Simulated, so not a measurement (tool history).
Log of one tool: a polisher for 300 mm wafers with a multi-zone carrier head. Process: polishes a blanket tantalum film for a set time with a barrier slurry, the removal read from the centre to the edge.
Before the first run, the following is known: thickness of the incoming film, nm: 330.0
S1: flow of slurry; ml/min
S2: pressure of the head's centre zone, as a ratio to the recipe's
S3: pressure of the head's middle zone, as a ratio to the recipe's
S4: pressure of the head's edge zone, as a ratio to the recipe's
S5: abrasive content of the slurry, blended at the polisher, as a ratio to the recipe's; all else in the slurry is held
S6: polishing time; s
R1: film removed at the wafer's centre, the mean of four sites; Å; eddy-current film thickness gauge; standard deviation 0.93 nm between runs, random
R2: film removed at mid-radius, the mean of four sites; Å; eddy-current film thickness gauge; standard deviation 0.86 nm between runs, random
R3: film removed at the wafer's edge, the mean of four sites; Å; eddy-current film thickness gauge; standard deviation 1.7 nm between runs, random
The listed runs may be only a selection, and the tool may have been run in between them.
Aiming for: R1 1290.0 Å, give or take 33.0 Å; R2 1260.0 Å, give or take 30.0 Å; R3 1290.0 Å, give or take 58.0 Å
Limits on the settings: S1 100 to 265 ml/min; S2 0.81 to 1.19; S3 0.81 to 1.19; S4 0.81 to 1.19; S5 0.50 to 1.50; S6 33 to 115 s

run 1 hour=0.0 | S1=170 S2=1.00 S3=1.00 S4=1.00 S5=1.00 S6=73 | R1=1112.9 R2=1111.2 R3=1102.9
run 2 hour=0.7 | S1=180 S2=1.01 S3=1.01 S4=1.02 S5=1.00 S6=73 | R1=1140.4 R2=1150.9 R3=1152.2
run 3 hour=1.9 | S1=180 S2=1.01 S3=1.01 S4=1.07 S5=1.00 S6=73 | R1=1171.3 R2=1143.4 R3=1153.3
run 4 hour=7.6 | S1=190 S2=1.01 S3=1.01 S4=1.08 S5=1.00 S6=73 | R1=1164.1 R2=1155.6 R3=1191.1
run 5 hour=15.3 | S1=210 S2=1.01 S3=1.01 S4=1.08 S5=1.00 S6=73 | R1=1173.3 R2=1162.9 R3=1171.9
run 6 hour=23.5 | S1=205 S2=1.01 S3=1.02 S4=1.09 S5=1.00 S6=73 | R1=1179.9 R2=1171.7 R3=1177.0
run 7 hour=24.1 | S1=205 S2=1.01 S3=1.02 S4=1.10 S5=1.00 S6=73 | R1=1171.7 R2=1170.6 R3=1194.2
run 8 hour=25.4 | S1=205 S2=1.02 S3=1.03 S4=1.11 S5=1.00 S6=73 | R1=1173.7 R2=1179.8 R3=1209.0
run 9 hour=26.6 | S1=210 S2=1.03 S3=1.04 S4=1.11 S5=1.00 S6=73 | R1=1190.5 R2=1182.0 R3=1167.3
run 10 hour=30.3 | S1=210 S2=1.03 S3=1.04 S4=1.12 S5=1.05 S6=73 | R1=1198.2 R2=1202.6 R3=1218.3
run 11 hour=37.6 | S1=215 S2=1.04 S3=1.04 S4=1.13 S5=1.05 S6=73 | R1=1231.3 R2=1206.9 R3=1224.3

Of the 5 settings listed for the next run, only one would bring every result within its allowed miss of target. Which one?
run A hour=44.9 | S1=230 S2=1.10 S3=1.13 S4=1.13 S5=0.70 S6=81 | R1=? R2=? R3=?
run B hour=44.9 | S1=215 S2=1.02 S3=1.08 S4=1.11 S5=1.05 S6=69 | R1=? R2=? R3=?
run C hour=44.9 | S1=190 S2=0.97 S3=0.95 S4=1.19 S5=1.15 S6=76 | R1=? R2=? R3=?
run D hour=44.9 | S1=175 S2=0.95 S3=1.06 S4=1.15 S5=1.15 S6=76 | R1=? R2=? R3=?
run E hour=44.9 | S1=240 S2=1.06 S3=1.06 S4=1.19 S5=1.30 S6=70 | R1=? R2=? R3=?

move=A R1=1257.9 R2=1252.2 R3=1199.3
move=B R1=1131.9 R2=1176.4 R3=1159.2
move=C R1=1196.1 R2=1191.5 R3=1341.1
move=D R1=1159.4 R2=1280.6 R3=1308.8
move=E R1=1279.8 R2=1259.6 R3=1297.1
A: the worst result of the last run now meets its target, but another is out of spec
B: further off than the last run
C: further off than the last run
D: further off than the last run
E: each result inside its tolerance
Move E is the one to make.
